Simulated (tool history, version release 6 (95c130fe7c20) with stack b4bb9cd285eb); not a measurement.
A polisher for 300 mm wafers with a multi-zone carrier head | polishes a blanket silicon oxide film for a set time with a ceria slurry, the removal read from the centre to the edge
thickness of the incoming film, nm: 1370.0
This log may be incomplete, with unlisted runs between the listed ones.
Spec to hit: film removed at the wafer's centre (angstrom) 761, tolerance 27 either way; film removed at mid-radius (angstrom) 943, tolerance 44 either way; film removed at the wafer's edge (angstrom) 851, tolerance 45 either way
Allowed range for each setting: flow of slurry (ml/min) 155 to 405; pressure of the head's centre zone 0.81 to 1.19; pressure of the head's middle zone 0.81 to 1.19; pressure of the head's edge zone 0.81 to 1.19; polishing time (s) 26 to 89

| run | hour | flow of slurry (ml/min) | pressure of the head's centre zone | pressure of the head's middle zone | pressure of the head's edge zone | polishing time (s) | film removed at the wafer's centre (angstrom) | film removed at mid-radius (angstrom) | film removed at the wafer's edge (angstrom) |
|---|---|---|---|---|---|---|---|---|---|
| 1 | 0 | 260 | 1 | 1 | 1 | 57 | 1577.3 | 1659.1 | 1617.9 |
| 2 | 7.4 | 260 | 0.95 | 1 | 1 | 57 | 1508.7 | 1602.3 | 1607.6 |
| 3 | 13.2 | 250 | 0.92 | 1.02 | 0.97 | 50 | 1286 | 1470.3 | 1399.8 |
| 4 | 20.1 | 250 | 0.92 | 1.02 | 0.97 | 63 | 1610.8 | 1840.1 | 1743.2 |
| 5 | 23 | 190 | 0.92 | 1.02 | 0.97 | 63 | 1580.7 | 1776.6 | 1748.5 |
| 6 | 28.9 | 190 | 0.88 | 1.02 | 0.97 | 63 | 1495.9 | 1785.9 | 1776 |
| 7 | 36.8 | 190 | 0.87 | 1.02 | 0.94 | 55 | 1286.7 | 1573.8 | 1512.2 |
| 8 | 40.8 | 190 | 0.87 | 1.01 | 0.91 | 48 | 1136.9 | 1381.1 | 1274.2 |
| 9 | 45.6 | 175 | 0.81 | 0.95 | 0.88 | 32 | 693.58 | 858.75 | 877.42 |
| 10 | 48.1 | 185 | 0.82 | 0.96 | 0.87 | 32 | 710.16 | 868.17 | 857.2 |
| 11 | 54.3 | 185 | 0.83 | 0.97 | 0.87 | 32 | 724 | 872.61 | 839.2 |
| 12 | 60.8 | 185 | 0.83 | 0.98 | 0.87 | 32 | 712.87 | 875.13 | 841.65 |
| 13 | 66.2 | 185 | 0.83 | 0.98 | 0.87 | 32 | 713.62 | 898.66 | 837.11 |
| 14 | 74.1 | 185 | 0.84 | 0.98 | 0.87 | 32 | 727.33 | 862.07 | 854.65 |
| 15 | 82.1 | 195 | 0.84 | 0.99 | 0.87 | 32 | 721.72 | 896.04 | 850.1 |

Pick the move, out of 5, that brings all results within their allowed miss; only one does.
| A | 90.1 | 250 | 0.92 | 1.01 | 0.88 | 30 | ? | ? | ? |
| B | 90.1 | 310 | 0.84 | 1.16 | 0.81 | 32 | ? | ? | ? |
| C | 90.1 | 155 | 0.89 | 1.08 | 0.9 | 32 | ? | ? | ? |
| D | 90.1 | 190 | 0.84 | 1.06 | 0.81 | 36 | ? | ? | ? |
| E | 90.1 | 285 | 0.84 | 1.14 | 0.83 | 29 | ? | ? | ? |

| move | film removed at the wafer's centre (angstrom) | film removed at mid-radius (angstrom) | film removed at the wafer's edge (angstrom) |
|---|---|---|---|
| A | 770.3 | 871.23 | 810.39 |
| B | 763.09 | 1059.2 | 852.39 |
| C | 763.55 | 947.3 | 846.09 |
| D | 824.55 | 1066.3 | 934.61 |
| E | 687.02 | 940.46 | 774.53 |
A: meets the target for the result that was furthest off, but another lies outside its allowed miss
B: meets the target for the result that was furthest off, but another lies outside its allowed miss
C: all results in spec
D: pushes the last run's worst result past its target
E: moves away from the targets compared with the last run
The move that meets every target is C.

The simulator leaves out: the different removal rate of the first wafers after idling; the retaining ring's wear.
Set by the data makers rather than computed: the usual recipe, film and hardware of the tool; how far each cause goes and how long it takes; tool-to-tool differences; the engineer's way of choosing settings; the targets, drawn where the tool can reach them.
